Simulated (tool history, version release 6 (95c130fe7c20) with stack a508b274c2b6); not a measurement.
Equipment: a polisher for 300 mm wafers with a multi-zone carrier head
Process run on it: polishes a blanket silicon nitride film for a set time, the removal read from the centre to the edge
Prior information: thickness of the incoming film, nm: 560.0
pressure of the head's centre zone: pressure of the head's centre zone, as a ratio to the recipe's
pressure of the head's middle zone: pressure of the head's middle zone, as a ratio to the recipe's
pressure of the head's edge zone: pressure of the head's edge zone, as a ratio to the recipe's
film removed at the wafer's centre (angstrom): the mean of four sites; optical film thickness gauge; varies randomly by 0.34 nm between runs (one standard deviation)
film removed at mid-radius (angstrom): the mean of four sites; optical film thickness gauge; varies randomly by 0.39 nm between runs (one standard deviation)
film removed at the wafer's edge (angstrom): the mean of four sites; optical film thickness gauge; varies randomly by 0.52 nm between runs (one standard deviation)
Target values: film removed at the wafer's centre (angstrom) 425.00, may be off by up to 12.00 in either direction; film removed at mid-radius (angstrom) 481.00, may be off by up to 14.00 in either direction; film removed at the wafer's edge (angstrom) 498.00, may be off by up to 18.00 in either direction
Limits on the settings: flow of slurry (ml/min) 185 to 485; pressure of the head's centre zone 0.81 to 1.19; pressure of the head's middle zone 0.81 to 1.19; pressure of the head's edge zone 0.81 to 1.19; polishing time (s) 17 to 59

run,hour,flow of slurry (ml/min),pressure of the head's centre zone,pressure of the head's middle zone,pressure of the head's edge zone,polishing time (s),film removed at the wafer's centre (angstrom),film removed at mid-radius (angstrom),film removed at the wafer's edge (angstrom)
1,0.0,310,1.00,1.00,1.00,38,828.03,808.65,809.75
2,4.3,310,0.93,1.00,1.00,38,765.92,829.74,810.77
3,10.8,310,0.89,1.00,1.00,38,736.29,826.58,789.40
4,14.4,310,0.97,1.00,1.00,38,797.63,821.15,815.36
5,22.3,310,0.92,1.00,1.00,38,763.07,818.87,807.49
6,27.8,310,1.00,1.00,1.00,38,835.28,816.53,816.15
7,30.8,305,0.98,0.99,1.00,36,758.35,769.79,774.99
8,31.7,305,0.97,0.97,0.98,34,716.76,705.74,725.95
9,32.9,300,0.95,0.97,0.97,33,684.58,689.68,703.93
10,41.2,295,0.93,0.97,0.97,32,638.01,668.59,676.20
11,48.8,290,0.92,0.96,0.96,31,620.48,645.25,652.25

4 next moves are on the table. One of them brings every result within its allowed miss. Which?
A,56.4,360,1.11,0.88,0.95,43,?,?,?
B,56.4,290,1.06,1.10,0.81,47,?,?,?
C,56.4,385,1.19,1.11,0.81,39,?,?,?
D,56.4,230,0.84,0.94,0.99,24,?,?,?

move,film removed at the wafer's centre (angstrom),film removed at mid-radius (angstrom),film removed at the wafer's edge (angstrom)
A,1050.20,837.91,902.14
B,1081.20,1090.70,924.28
C,1027.80,927.59,777.20
D,428.70,480.52,499.13
A: its largest miss is bigger than the last run's
B: its largest miss is bigger than the last run's
C: its largest miss is bigger than the last run's
D: meets every target
D meets every target.

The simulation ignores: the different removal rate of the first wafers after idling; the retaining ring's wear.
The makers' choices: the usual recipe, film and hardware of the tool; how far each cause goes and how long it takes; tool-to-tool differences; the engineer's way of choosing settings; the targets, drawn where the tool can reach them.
